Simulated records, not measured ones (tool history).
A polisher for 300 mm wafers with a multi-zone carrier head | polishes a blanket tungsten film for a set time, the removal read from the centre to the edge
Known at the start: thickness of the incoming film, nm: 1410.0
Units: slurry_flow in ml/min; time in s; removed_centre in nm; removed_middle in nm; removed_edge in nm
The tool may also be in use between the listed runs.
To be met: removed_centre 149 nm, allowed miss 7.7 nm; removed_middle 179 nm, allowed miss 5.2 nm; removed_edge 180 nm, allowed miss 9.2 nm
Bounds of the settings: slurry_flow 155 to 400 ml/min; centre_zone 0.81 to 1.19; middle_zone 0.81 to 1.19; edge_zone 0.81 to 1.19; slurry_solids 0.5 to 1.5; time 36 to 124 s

| run | hour | slurry_flow | centre_zone | middle_zone | edge_zone | slurry_solids | time | removed_centre | removed_middle | removed_edge |
|---|---|---|---|---|---|---|---|---|---|---|
| 1 | 0 | 255 | 1 | 1 | 1 | 1 | 79 | 202.14 | 198.43 | 197.92 |
| 2 | 8.1 | 255 | 1 | 0.94 | 1 | 1 | 79 | 199.65 | 188.14 | 206.61 |
| 3 | 9.6 | 255 | 0.97 | 0.94 | 1 | 1 | 79 | 194.09 | 188.66 | 198.1 |
| 4 | 11.5 | 250 | 0.95 | 0.94 | 1.02 | 1 | 79 | 192.59 | 184.25 | 201.3 |
| 5 | 12.1 | 250 | 0.93 | 0.95 | 1.02 | 0.95 | 79 | 183.76 | 188.35 | 200.74 |
| 6 | 19.9 | 250 | 0.93 | 1 | 1.02 | 0.95 | 79 | 182.08 | 190.87 | 205.22 |
| 7 | 20.7 | 230 | 0.83 | 1.01 | 0.92 | 0.7 | 77 | 145.74 | 176.54 | 169.39 |
| 8 | 28.7 | 230 | 0.83 | 1.01 | 0.93 | 0.7 | 77 | 147.73 | 173.16 | 166.3 |
| 9 | 34.3 | 230 | 0.83 | 1.01 | 0.94 | 0.7 | 77 | 148.21 | 170.5 | 171.59 |
| 10 | 35.7 | 250 | 0.82 | 1.06 | 0.99 | 0.75 | 77 | 152.02 | 187.56 | 181.18 |
| 11 | 44.6 | 245 | 0.82 | 1.06 | 0.99 | 0.75 | 77 | 149.45 | 187.09 | 178.62 |
| 12 | 52.2 | 240 | 0.82 | 1.06 | 0.99 | 0.75 | 77 | 149.73 | 184.79 | 181.41 |

Which of these 4 next moves meets every target?
| A | 59.8 | 215 | 0.81 | 1.09 | 0.97 | 0.65 | 81 | ? | ? | ? |
| B | 59.8 | 390 | 0.86 | 1.16 | 1.02 | 0.9 | 67 | ? | ? | ? |
| C | 59.8 | 275 | 0.83 | 1.04 | 1.03 | 0.75 | 75 | ? | ? | ? |
| D | 59.8 | 235 | 0.83 | 1.08 | 1.02 | 0.7 | 80 | ? | ? | ? |

| move | removed_centre | removed_middle | removed_edge |
|---|---|---|---|
| A | 147.57 | 189.08 | 181.91 |
| B | 149.23 | 190.62 | 175.84 |
| C | 149.18 | 179.49 | 184.12 |
| D | 153.5 | 191 | 189.39 |
A: further off than the last run
B: further off than the last run
C: meets every target
D: further off than the last run
The right move is C.
